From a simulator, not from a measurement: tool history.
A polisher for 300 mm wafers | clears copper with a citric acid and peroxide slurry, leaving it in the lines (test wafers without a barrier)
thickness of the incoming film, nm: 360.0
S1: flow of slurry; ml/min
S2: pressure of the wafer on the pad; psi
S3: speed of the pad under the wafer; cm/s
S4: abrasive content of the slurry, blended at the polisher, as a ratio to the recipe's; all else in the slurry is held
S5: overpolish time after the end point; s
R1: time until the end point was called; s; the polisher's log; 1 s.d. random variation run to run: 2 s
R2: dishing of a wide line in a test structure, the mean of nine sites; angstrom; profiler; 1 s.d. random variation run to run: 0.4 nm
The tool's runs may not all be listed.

run	hour	S1	S2	S3	S4	S5	R1	R2
1	0.0	285	3.3	130	1.0	17	89.487	301.93
2	7.3	285	3.3	130	1.0	12	88.158	249.91
3	13.1	285	3.3	130	0.9	12	91.418	247.18
4	16.6	285	3.1	130	0.9	14	95.257	261.10
5	23.2	285	2.9	130	0.9	15	99.982	254.10
# hour 29.1: head pressure recalibrated
6	29.1	285	2.7	128	0.9	17	119.710	250.65
7	31.9	285	2.7	128	0.9	18	119.100	260.53

What will run 8 give?
8	35.1	285	2.1	126	0.9	25	?	?

{"run 8": {"R1": 160.19, "R2": 273.46}}
